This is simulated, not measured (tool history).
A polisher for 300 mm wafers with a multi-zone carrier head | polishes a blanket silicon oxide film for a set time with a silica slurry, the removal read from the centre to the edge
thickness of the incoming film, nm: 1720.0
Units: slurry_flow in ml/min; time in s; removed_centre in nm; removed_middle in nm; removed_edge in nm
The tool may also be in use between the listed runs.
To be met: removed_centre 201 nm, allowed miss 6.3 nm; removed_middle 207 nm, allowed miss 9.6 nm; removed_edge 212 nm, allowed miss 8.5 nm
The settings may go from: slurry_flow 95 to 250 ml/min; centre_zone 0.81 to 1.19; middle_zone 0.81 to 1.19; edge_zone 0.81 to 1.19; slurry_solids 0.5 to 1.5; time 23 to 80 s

run 1 day=0 | slurry_flow=160 centre_zone=1 middle_zone=1 edge_zone=1 slurry_solids=1 time=51 | removed_centre=213.21 removed_middle=205.13 removed_edge=201.42
run 2 day=0.35 | slurry_flow=160 centre_zone=0.92 middle_zone=1 edge_zone=1 slurry_solids=1 time=51 | removed_centre=193.03 removed_middle=205.36 removed_edge=194.3
run 3 day=0.712 | slurry_flow=160 centre_zone=0.84 middle_zone=1 edge_zone=1 slurry_solids=1 time=51 | removed_centre=175.55 removed_middle=200.05 removed_edge=196.36
run 4 day=0.933 | slurry_flow=175 centre_zone=0.86 middle_zone=0.99 edge_zone=1.02 slurry_solids=1 time=51 | removed_centre=182.04 removed_middle=206.87 removed_edge=206.14
run 5 day=1.054 | slurry_flow=175 centre_zone=0.86 middle_zone=0.99 edge_zone=1.02 slurry_solids=0.9 time=51 | removed_centre=176.03 removed_middle=196.21 removed_edge=193.54
run 6 day=1.142 | slurry_flow=190 centre_zone=0.88 middle_zone=0.98 edge_zone=1.03 slurry_solids=0.9 time=51 | removed_centre=183.34 removed_middle=202.06 removed_edge=193.8
run 7 day=1.454 | slurry_flow=195 centre_zone=0.89 middle_zone=0.96 edge_zone=1.06 slurry_solids=0.9 time=51 | removed_centre=182.07 removed_middle=193.13 removed_edge=198.39
run 8 day=1.592 | slurry_flow=205 centre_zone=0.9 middle_zone=0.96 edge_zone=1.07 slurry_solids=0.9 time=51 | removed_centre=189.09 removed_middle=196.05 removed_edge=201.64
run 9 day=1.854 | slurry_flow=215 centre_zone=0.9 middle_zone=0.96 edge_zone=1.08 slurry_solids=0.9 time=51 | removed_centre=189.21 removed_middle=198.64 removed_edge=207.67
run 10 day=1.908 | slurry_flow=220 centre_zone=0.91 middle_zone=0.96 edge_zone=1.08 slurry_solids=0.9 time=51 | removed_centre=193.44 removed_middle=197.76 removed_edge=204.41
run 11 day=2.225 | slurry_flow=225 centre_zone=0.91 middle_zone=0.97 edge_zone=1.09 slurry_solids=0.9 time=51 | removed_centre=191.55 removed_middle=201.64 removed_edge=202.5

Which of these 4 next moves meets every target?
run A day=2.542 | slurry_flow=170 centre_zone=0.96 middle_zone=1.04 edge_zone=1.12 slurry_solids=1 time=50 | removed_centre=? removed_middle=? removed_edge=?
run B day=2.542 | slurry_flow=240 centre_zone=0.95 middle_zone=1.02 edge_zone=0.96 slurry_solids=0.85 time=51 | removed_centre=? removed_middle=? removed_edge=?
run C day=2.542 | slurry_flow=250 centre_zone=0.99 middle_zone=1.04 edge_zone=1.11 slurry_solids=0.6 time=60 | removed_centre=? removed_middle=? removed_edge=?
run D day=2.542 | slurry_flow=225 centre_zone=0.92 middle_zone=0.86 edge_zone=1.07 slurry_solids=0.9 time=52 | removed_centre=? removed_middle=? removed_edge=?

move=A removed_centre=203.05 removed_middle=210.02 removed_edge=209.98
move=B removed_centre=200.62 removed_middle=205.15 removed_edge=190.69
move=C removed_centre=203.24 removed_middle=202.46 removed_edge=198.57
move=D removed_centre=201.74 removed_middle=185.15 removed_edge=210.09
A: meets every target
B: brings the result that was furthest off to its target, and leaves another outside
C: brings the result that was furthest off to its target, and leaves another outside
D: brings the result that was furthest off to its target, and leaves another outside
Answer: A
